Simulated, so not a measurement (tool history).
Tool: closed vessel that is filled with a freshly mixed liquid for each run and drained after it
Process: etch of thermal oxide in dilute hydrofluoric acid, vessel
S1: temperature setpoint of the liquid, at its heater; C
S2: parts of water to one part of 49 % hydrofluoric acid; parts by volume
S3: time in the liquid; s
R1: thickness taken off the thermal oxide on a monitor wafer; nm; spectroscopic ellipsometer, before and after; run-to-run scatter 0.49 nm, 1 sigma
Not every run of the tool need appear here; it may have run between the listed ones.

run	hour	S1	S2	S3	R1
1	0.0	26.0	45	675	91.906
2	4.0	26.0	45	720	98.892
3	11.2	26.0	35	720	127.600
4	17.6	24.0	40	720	102.650
5	19.5	24.0	35	720	118.350
6	22.8	24.0	45	720	90.992

Run 7, settings as shown, results not yet in. Your forecast:
7	31.8	22.5	45	720	?

{"run 7": {"R1": 85.198}}
